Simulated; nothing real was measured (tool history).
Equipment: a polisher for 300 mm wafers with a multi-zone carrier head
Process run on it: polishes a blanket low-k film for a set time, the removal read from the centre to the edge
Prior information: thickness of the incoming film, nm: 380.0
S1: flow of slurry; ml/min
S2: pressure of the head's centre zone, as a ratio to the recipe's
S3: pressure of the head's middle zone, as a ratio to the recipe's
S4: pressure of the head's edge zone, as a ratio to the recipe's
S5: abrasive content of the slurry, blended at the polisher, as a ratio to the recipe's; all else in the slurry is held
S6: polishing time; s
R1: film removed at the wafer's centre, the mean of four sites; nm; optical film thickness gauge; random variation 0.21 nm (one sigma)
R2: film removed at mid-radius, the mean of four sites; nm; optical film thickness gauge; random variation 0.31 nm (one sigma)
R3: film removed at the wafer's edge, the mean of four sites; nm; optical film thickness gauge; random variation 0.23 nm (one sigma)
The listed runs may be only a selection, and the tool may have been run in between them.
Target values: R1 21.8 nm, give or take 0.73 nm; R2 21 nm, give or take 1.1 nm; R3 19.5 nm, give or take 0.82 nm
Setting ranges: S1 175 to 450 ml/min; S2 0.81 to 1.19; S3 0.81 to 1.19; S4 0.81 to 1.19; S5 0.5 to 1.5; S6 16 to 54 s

run	hour	S1	S2	S3	S4	S5	S6	R1	R2	R3
1	0	290	1	1	1	1	35	15.177	15.561	15.628
2	7.1	290	1.05	1	1	1	35	15.911	15.288	15.282
3	14.2	295	1.07	1.02	1.01	1.1	35	17.167	16.287	16.255
4	16.9	295	1.07	1.02	1.01	1.1	40	19.472	18.838	18.625
5	20.5	295	1.07	1.02	1.01	0.95	40	17.865	17.353	16.975
6	21.9	295	1.09	1.04	1.02	1	40	19.028	17.955	18.003
7	24.1	300	1.1	1.07	1.01	1.05	40	20.034	19.042	18.621
8	30.7	305	1.11	1.09	1	1.05	40	19.837	19.208	18.56
9	37.9	305	1.12	1.11	0.99	1.05	40	19.692	19.763	18.002
10	43.6	310	1.13	1.12	1	1.05	40	19.8	19.757	17.821
11	51.5	305	1.16	1.11	1.04	1.25	40	22.267	21.847	20.38
12	54.7	305	1.16	1.11	1.03	1.25	40	22.17	21.626	19.736

Consider the 5 candidate settings below. Which is the only one whose results all fall within their allowed miss of target?
A	57.9	305	1.17	1.13	1.04	1.5	36	?	?	?
B	57.9	335	1.06	1.19	0.98	1.05	44	?	?	?
C	57.9	275	1.19	1.06	0.95	1.15	43	?	?	?
D	57.9	285	1.04	1.19	1.04	1.35	38	?	?	?
E	57.9	315	1.14	1.18	0.96	1.3	40	?	?	?

move	R1	R2	R3
A	21.98	20.783	19.549
B	20.879	22.605	19.847
C	23.461	20.893	19.74
D	19.588	21.655	19.646
E	22.51	22.519	19.734
A: hits every target within its allowed miss
B: its largest miss is bigger than the last run's
C: the furthest-off result lands on target, but another misses its tolerance
D: the furthest-off result lands on target, but another misses its tolerance
E: its largest miss is bigger than the last run's
Move A is the one to make.
